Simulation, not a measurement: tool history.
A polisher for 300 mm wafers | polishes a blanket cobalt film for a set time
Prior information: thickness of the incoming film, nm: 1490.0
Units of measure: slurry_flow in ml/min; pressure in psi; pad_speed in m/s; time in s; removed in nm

run	hour	slurry_flow	pressure	pad_speed	time	removed
1	0	315	1.5	1	108	418.73
2	2	315	1.5	0.86	108	364.33
3	6.1	315	1.4	0.84	108	331.41
4	10.2	315	1.3	0.82	108	304.45
5	15.5	315	1.3	0.94	108	342.6
6	22.9	315	1.3	0.94	108	343.71
7	28.2	315	1.2	0.92	108	310.24
8	33	315	1.1	0.9	108	281
9	34.9	315	1.1	0.88	108	276.59
10	37.1	315	1.1	0.86	108	271.59

Predict the results of run 11:
11	39.7	315	1.1	0.84	108	?

Run 11 gave removed 265.79 nm.

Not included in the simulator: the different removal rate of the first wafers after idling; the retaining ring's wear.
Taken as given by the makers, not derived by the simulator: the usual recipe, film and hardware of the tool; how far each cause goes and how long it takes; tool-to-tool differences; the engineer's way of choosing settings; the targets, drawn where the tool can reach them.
